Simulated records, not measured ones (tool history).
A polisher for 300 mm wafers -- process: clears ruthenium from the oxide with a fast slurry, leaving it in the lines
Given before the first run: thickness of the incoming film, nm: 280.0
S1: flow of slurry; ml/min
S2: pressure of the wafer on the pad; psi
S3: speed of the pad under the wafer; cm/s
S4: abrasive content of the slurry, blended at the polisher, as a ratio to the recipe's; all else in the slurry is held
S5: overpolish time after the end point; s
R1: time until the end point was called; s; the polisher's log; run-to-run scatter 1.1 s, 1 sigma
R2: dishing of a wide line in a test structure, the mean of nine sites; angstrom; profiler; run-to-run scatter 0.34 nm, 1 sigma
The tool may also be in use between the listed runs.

{"run": 1, "hour": 0.0, "S1": 175, "S2": 3.2, "S3": 116, "S4": 1, "S5": 15, "R1": 49.556, "R2": 628.2}
{"run": 2, "hour": 4.2, "S1": 180, "S2": 3, "S3": 116, "S4": 1, "S5": 12, "R1": 53.315, "R2": 495.34}
{"run": 3, "hour": 8.9, "S1": 180, "S2": 3, "S3": 90, "S4": 1, "S5": 12, "R1": 66.801, "R2": 406.06}
{"run": 4, "hour": 16.0, "S1": 180, "S2": 3, "S3": 70, "S4": 1, "S5": 12, "R1": 84.181, "R2": 325.27}
{"run": 5, "hour": 22.2, "S1": 185, "S2": 3.2, "S3": 70, "S4": 1, "S5": 11, "R1": 81.097, "R2": 317.29}
{"run": 6, "hour": 23.5, "S1": 185, "S2": 3.5, "S3": 70, "S4": 1, "S5": 10, "R1": 72.683, "R2": 322.02}

What will run 7 give?
{"run": 7, "hour": 24.7, "S1": 200, "S2": 3.9, "S3": 70, "S4": 1, "S5": 8, "R1": "?", "R2": "?"}

{"run 7": {"R1": 65.6, "R2": 290.44}}

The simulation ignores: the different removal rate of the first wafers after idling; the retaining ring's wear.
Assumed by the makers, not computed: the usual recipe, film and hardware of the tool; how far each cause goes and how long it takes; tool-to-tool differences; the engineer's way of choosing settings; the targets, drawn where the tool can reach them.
